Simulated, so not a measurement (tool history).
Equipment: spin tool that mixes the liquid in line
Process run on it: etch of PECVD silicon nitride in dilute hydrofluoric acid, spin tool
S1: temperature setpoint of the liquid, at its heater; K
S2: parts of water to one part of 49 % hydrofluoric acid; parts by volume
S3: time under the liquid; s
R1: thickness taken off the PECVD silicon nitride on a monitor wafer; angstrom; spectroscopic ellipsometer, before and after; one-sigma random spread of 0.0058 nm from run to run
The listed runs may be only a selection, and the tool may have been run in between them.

run  hour      S1   S2  S3      R1
  1   0.0  297.15  125  95  20.323
  2   2.0  296.15  130  95  18.364
  3   6.9  296.15  130  95  18.520
  4  13.5  296.15  130  75  14.517
  5  21.6  299.65  130  75  18.311
  6  22.5  298.65  130  75  17.110
  7  30.1  294.65  135  75  12.699
  8  37.0  294.15  135  75  12.263
  9  45.1  293.65  135  75  11.911

What does the tool deliver on the next run?
 10  50.6  292.65  135  75   ?

{"run 10": {"R1": 11.17}}
